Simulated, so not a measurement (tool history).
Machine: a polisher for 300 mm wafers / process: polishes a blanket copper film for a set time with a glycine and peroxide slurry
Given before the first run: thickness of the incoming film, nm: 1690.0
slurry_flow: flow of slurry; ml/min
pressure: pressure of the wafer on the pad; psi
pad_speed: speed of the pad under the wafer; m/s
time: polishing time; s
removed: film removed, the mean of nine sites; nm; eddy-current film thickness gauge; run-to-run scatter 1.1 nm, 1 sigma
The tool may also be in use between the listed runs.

run 1 hour=0 | slurry_flow=305 pressure=3.2 pad_speed=1.16 time=44 | removed=293.07
run 2 hour=1.3 | slurry_flow=305 pressure=3.2 pad_speed=1.16 time=44 | removed=292.48
run 3 hour=6.4 | slurry_flow=305 pressure=2.9 pad_speed=1.16 time=44 | removed=266.12
run 4 hour=7.8 | slurry_flow=305 pressure=2.5 pad_speed=1.16 time=44 | removed=237.73
run 5 hour=8.8 | slurry_flow=305 pressure=2.5 pad_speed=1.16 time=39 | removed=210.99
run 6 hour=13.4 | slurry_flow=305 pressure=2.4 pad_speed=1.16 time=39 | removed=204.36
run 7 hour=18.7 | slurry_flow=305 pressure=2.3 pad_speed=1.16 time=39 | removed=198.38
run 8 hour=19.6 | slurry_flow=305 pressure=2.2 pad_speed=1.16 time=39 | removed=189.65

Forecast run 9:
run 9 hour=22.4 | slurry_flow=305 pressure=2.1 pad_speed=1.16 time=39 | removed=?

{"run 9": {"removed": 179.74}}
